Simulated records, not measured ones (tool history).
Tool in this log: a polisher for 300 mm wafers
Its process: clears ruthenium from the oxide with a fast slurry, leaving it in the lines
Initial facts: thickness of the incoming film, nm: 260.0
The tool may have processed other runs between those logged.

run,day,flow of slurry (ml/min),pressure of the wafer on the pad (psi),speed of the pad under the wafer (cm/s),abrasive content of the slurry,overpolish time after the end point (s),time until the end point was called (s),dishing of a wide line in a test structure (angstrom)
1,0,205,2.2,118,1,23,68.946,570.43
2,0.25,205,2.2,138,1,23,60.529,624.3
3,0.45,205,2.2,140,1,20,59.158,576.21
4,0.625,205,2.2,140,1,18,59.795,524.87
5,0.921,205,2.2,140,1,8,59.398,266.61
6,1.262,205,1.8,140,1,8,69.407,237.91
# day 1.438: worn pad replaced by a new one
7,1.438,205,1.8,140,1,8,64.312,246.51
8,1.775,200,1.9,140,1,9,63.207,283.02
9,1.967,190,1.9,140,1,9,64.016,283.77
10,2.292,180,1.9,140,1,9,63.501,285.13
11,2.333,175,1.9,140,1,9,63.786,276.24
12,2.642,175,2,140,1,10,61.421,314.64
13,2.85,170,2,140,1,10,61.663,310.53
14,3.017,165,2,140,1,10,62.832,307.34
15,3.183,175,2.2,140,1,14,56.902,444.55
16,3.517,185,2.2,140,1,14,58.781,450.11
17,3.771,160,2.2,140,1,7,58.545,234.54
18,4.092,160,2.1,146,1,7,59.375,241.03
19,4.317,160,2.1,144,1.05,8,57.168,268.68

Run 20, settings as shown, results not yet in. Your forecast:
20,4.462,160,2.2,146,0.95,8,?,?

time until the end point was called (s): 59.652
dishing of a wide line in a test structure (angstrom): 267.57
